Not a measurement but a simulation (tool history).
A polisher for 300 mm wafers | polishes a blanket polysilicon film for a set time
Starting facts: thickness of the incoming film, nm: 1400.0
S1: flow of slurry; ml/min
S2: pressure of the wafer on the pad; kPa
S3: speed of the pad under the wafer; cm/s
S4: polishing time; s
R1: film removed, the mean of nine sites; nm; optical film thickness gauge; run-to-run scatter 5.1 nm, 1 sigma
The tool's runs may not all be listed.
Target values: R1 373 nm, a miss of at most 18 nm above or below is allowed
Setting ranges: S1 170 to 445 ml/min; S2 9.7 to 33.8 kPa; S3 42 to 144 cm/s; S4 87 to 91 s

Run 1, hour 0: S1 285 ml/min, S2 21.4 kPa, S3 92 cm/s, S4 87 s. Result: R1 614.55 nm.
Run 2, hour 2.1: S1 285 ml/min, S2 21.4 kPa, S3 92 cm/s, S4 91 s. Result: R1 639.85 nm.
Run 3, hour 9.4: S1 285 ml/min, S2 21.4 kPa, S3 106 cm/s, S4 91 s. Result: R1 742.19 nm.
Run 4, hour 12.8: S1 285 ml/min, S2 20 kPa, S3 104 cm/s, S4 91 s. Result: R1 692.77 nm.
Run 5, hour 16.9: S1 285 ml/min, S2 20 kPa, S3 104 cm/s, S4 87 s. Result: R1 652.82 nm.
Run 6, hour 24.3: S1 285 ml/min, S2 18.6 kPa, S3 102 cm/s, S4 87 s. Result: R1 582.85 nm.
Run 7, hour 29.3: S1 285 ml/min, S2 17.9 kPa, S3 102 cm/s, S4 87 s. Result: R1 565.92 nm.
Run 8, hour 38.1: S1 285 ml/min, S2 17.2 kPa, S3 102 cm/s, S4 87 s. Result: R1 557.94 nm.
Run 9, hour 40.9: S1 285 ml/min, S2 16.5 kPa, S3 102 cm/s, S4 87 s. Result: R1 521.96 nm.
Run 10, hour 49.7: S1 285 ml/min, S2 10.3 kPa, S3 100 cm/s, S4 87 s. Result: R1 333.78 nm.

Next run, 4 choices. One meets every target within its allowed miss, the rest don't. Which?
Run A, hour 58.5: S1 250 ml/min, S2 12.4 kPa, S3 82 cm/s, S4 88 s. Result: R1 ?.
Run B, hour 58.5: S1 220 ml/min, S2 9.7 kPa, S3 102 cm/s, S4 87 s. Result: R1 ?.
Run C, hour 58.5: S1 335 ml/min, S2 9.7 kPa, S3 112 cm/s, S4 90 s. Result: R1 ?.
Run D, hour 58.5: S1 305 ml/min, S2 9.7 kPa, S3 100 cm/s, S4 90 s. Result: R1 ?.

move      R1
   A  325.33
   B  308.41
   C  366.15
   D  325.11
A: lands further from the targets than the last run did
B: lands further from the targets than the last run did
C: hits every target within its allowed miss
D: lands further from the targets than the last run did
The right move is C.
